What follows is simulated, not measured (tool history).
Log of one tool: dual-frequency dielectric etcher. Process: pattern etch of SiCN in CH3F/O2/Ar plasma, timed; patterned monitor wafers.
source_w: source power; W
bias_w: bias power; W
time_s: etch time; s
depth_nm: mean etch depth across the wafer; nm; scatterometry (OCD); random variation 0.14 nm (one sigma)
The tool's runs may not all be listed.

| run | hour | source_w | bias_w | time_s | depth_nm |
|---|---|---|---|---|---|
| 1 | 0 | 540 | 64 | 83.5 | 36.147 |
| 2 | 4.2 | 490 | 60 | 83.5 | 33.585 |
| 3 | 9.7 | 490 | 52 | 83.5 | 32.446 |
| 4 | 17.2 | 490 | 52 | 87.5 | 33.759 |
| 5 | 25 | 460 | 50 | 87 | 32.459 |
| 6 | 32.9 | 440 | 49 | 87 | 31.458 |
| 7 | 41.5 | 420 | 48 | 87 | 30.834 |

Forecast run 8:
| 8 | 49.6 | 400 | 47 | 87 | ? |

Run 8 gave depth_nm 29.914 nm.
